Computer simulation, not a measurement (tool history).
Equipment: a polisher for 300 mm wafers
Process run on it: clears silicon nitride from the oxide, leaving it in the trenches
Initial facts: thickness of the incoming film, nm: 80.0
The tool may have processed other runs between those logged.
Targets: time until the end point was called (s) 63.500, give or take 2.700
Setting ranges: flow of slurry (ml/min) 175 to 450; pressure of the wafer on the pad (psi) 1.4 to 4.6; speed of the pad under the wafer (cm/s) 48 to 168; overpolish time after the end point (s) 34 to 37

| run | hour | flow of slurry (ml/min) | pressure of the wafer on the pad (psi) | speed of the pad under the wafer (cm/s) | overpolish time after the end point (s) | time until the end point was called (s) |
|---|---|---|---|---|---|---|
| 1 | 0.0 | 290 | 3.0 | 108 | 34 | 77.215 |
| 2 | 1.4 | 260 | 3.0 | 108 | 34 | 79.833 |
| 3 | 6.8 | 260 | 3.0 | 98 | 34 | 83.391 |
| 4 | 9.8 | 260 | 2.6 | 98 | 34 | 94.703 |
| 5 | 15.6 | 225 | 2.6 | 98 | 34 | 95.918 |
| 6 | 22.8 | 225 | 2.9 | 100 | 34 | 85.767 |
| 7 | 24.4 | 225 | 3.1 | 100 | 34 | 78.991 |
| 8 | 31.3 | 225 | 3.3 | 100 | 34 | 79.221 |
| 9 | 37.4 | 225 | 3.5 | 100 | 34 | 72.635 |

Which single option among these 5 for the next run brings every result within its allowed miss of target? Just one does.
| A | 43.5 | 260 | 4.1 | 94 | 34 | ? |
| B | 43.5 | 275 | 3.5 | 96 | 37 | ? |
| C | 43.5 | 270 | 2.8 | 90 | 37 | ? |
| D | 43.5 | 190 | 3.7 | 100 | 34 | ? |
| E | 43.5 | 235 | 3.3 | 118 | 37 | ? |

| move | time until the end point was called (s) |
|---|---|
| A | 63.090 |
| B | 71.668 |
| C | 91.558 |
| D | 69.516 |
| E | 67.367 |
A: meets every target
B: nearer than the last run, and not there yet
C: lands further from the targets than the last run did
D: nearer than the last run, and not there yet
E: nearer than the last run, and not there yet
The move that meets every target is A.

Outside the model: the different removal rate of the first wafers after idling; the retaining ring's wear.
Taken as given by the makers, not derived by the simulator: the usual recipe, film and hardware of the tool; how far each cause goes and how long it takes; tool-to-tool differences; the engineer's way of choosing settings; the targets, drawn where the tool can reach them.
